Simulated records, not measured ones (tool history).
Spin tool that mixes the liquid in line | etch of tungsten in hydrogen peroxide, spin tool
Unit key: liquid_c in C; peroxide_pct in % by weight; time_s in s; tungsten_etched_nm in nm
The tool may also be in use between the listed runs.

{"run": 1, "hour": 0.0, "liquid_c": 51, "peroxide_pct": 18.5, "time_s": 15, "tungsten_etched_nm": 13.284}
{"run": 2, "hour": 5.6, "liquid_c": 56, "peroxide_pct": 18.5, "time_s": 15, "tungsten_etched_nm": 17.793}
{"run": 3, "hour": 9.0, "liquid_c": 62.5, "peroxide_pct": 18.5, "time_s": 15, "tungsten_etched_nm": 25.849}
{"run": 4, "hour": 14.9, "liquid_c": 65.5, "peroxide_pct": 18.5, "time_s": 15, "tungsten_etched_nm": 30.902}
{"run": 5, "hour": 17.2, "liquid_c": 65.5, "peroxide_pct": 22, "time_s": 15, "tungsten_etched_nm": 33.435}
{"run": 6, "hour": 23.0, "liquid_c": 62, "peroxide_pct": 22, "time_s": 15, "tungsten_etched_nm": 27.572}
{"run": 7, "hour": 27.7, "liquid_c": 59, "peroxide_pct": 22, "time_s": 15, "tungsten_etched_nm": 23.142}
{"run": 8, "hour": 30.4, "liquid_c": 56.5, "peroxide_pct": 22, "time_s": 15, "tungsten_etched_nm": 19.986}
{"run": 9, "hour": 34.1, "liquid_c": 54.5, "peroxide_pct": 22, "time_s": 15, "tungsten_etched_nm": 17.818}
{"run": 10, "hour": 39.8, "liquid_c": 52.5, "peroxide_pct": 22, "time_s": 15, "tungsten_etched_nm": 15.815}
{"run": 11, "hour": 44.3, "liquid_c": 51, "peroxide_pct": 22, "time_s": 15, "tungsten_etched_nm": 14.353}

The next listed run, before its measurement:
{"run": 12, "hour": 47.2, "liquid_c": 50, "peroxide_pct": 22, "time_s": 15, "tungsten_etched_nm": "?"}

{"run 12": {"tungsten_etched_nm": 13.472}}
